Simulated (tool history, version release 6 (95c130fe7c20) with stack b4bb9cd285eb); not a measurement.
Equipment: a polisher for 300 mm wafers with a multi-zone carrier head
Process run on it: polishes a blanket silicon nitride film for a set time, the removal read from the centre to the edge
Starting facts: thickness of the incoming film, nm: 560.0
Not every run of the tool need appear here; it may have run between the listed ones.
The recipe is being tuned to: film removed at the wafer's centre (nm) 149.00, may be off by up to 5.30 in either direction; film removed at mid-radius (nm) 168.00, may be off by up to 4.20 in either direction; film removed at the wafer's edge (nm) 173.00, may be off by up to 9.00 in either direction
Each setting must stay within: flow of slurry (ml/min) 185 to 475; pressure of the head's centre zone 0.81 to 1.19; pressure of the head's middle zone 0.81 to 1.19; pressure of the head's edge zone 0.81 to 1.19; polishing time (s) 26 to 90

| run | hour | flow of slurry (ml/min) | pressure of the head's centre zone | pressure of the head's middle zone | pressure of the head's edge zone | polishing time (s) | film removed at the wafer's centre (nm) | film removed at mid-radius (nm) | film removed at the wafer's edge (nm) |
|---|---|---|---|---|---|---|---|---|---|
| 1 | 0.0 | 305 | 1.00 | 1.00 | 1.00 | 58 | 123.45 | 122.06 | 123.58 |
| 2 | 0.8 | 305 | 1.00 | 0.94 | 1.00 | 58 | 122.57 | 115.44 | 118.89 |
| 3 | 7.5 | 305 | 1.00 | 0.94 | 0.93 | 58 | 120.69 | 116.76 | 116.04 |
| 4 | 13.4 | 305 | 1.00 | 0.87 | 0.93 | 58 | 122.27 | 107.14 | 114.63 |
| 5 | 21.7 | 305 | 1.00 | 0.87 | 1.00 | 58 | 119.63 | 107.66 | 121.25 |
| 6 | 26.0 | 305 | 1.06 | 0.87 | 1.00 | 58 | 127.20 | 108.39 | 118.62 |
| 7 | 30.6 | 305 | 1.05 | 0.90 | 1.02 | 60 | 131.11 | 115.29 | 124.76 |
| 8 | 37.5 | 305 | 1.04 | 0.92 | 1.04 | 61 | 131.54 | 118.94 | 130.76 |

Exactly one of the 4 candidate moves below puts every result within its allowed miss. Which one?
| A | 44.4 | 350 | 0.90 | 1.02 | 1.12 | 78 | ? | ? | ? |
| B | 44.4 | 300 | 0.89 | 1.05 | 1.02 | 72 | ? | ? | ? |
| C | 44.4 | 320 | 1.04 | 0.93 | 1.01 | 73 | ? | ? | ? |
| D | 44.4 | 325 | 0.92 | 1.03 | 1.00 | 72 | ? | ? | ? |

| move | film removed at the wafer's centre (nm) | film removed at mid-radius (nm) | film removed at the wafer's edge (nm) |
|---|---|---|---|
| A | 146.25 | 167.53 | 172.60 |
| B | 132.19 | 157.09 | 150.93 |
| C | 157.34 | 144.23 | 153.00 |
| D | 137.38 | 155.27 | 150.08 |
A: all results in spec
B: gains on the last run, yet a result remains outside its allowed miss
C: gains on the last run, yet a result remains outside its allowed miss
D: gains on the last run, yet a result remains outside its allowed miss
Correct choice: A, which meets every target
